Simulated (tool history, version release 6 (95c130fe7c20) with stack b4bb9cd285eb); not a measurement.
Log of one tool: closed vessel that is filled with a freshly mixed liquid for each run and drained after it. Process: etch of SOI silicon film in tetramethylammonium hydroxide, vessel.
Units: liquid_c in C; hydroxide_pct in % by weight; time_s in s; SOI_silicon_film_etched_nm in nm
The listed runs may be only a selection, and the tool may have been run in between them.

run	hour	liquid_c	hydroxide_pct	time_s	SOI_silicon_film_etched_nm
1	0.0	60.0	12.0	100	392.86
2	2.7	59.0	12.0	100	364.95
3	6.3	58.0	12.0	100	343.34
4	12.7	58.0	12.0	105	355.04
5	21.5	54.5	12.0	105	293.33
6	29.6	54.5	10.0	105	310.84
7	34.0	54.0	10.0	105	299.75
8	36.2	53.5	10.0	105	283.33

Run 9, settings as shown, results not yet in. Your forecast:
9	37.7	53.0	10.0	105	?

{"run 9": {"SOI_silicon_film_etched_nm": 279.41}}
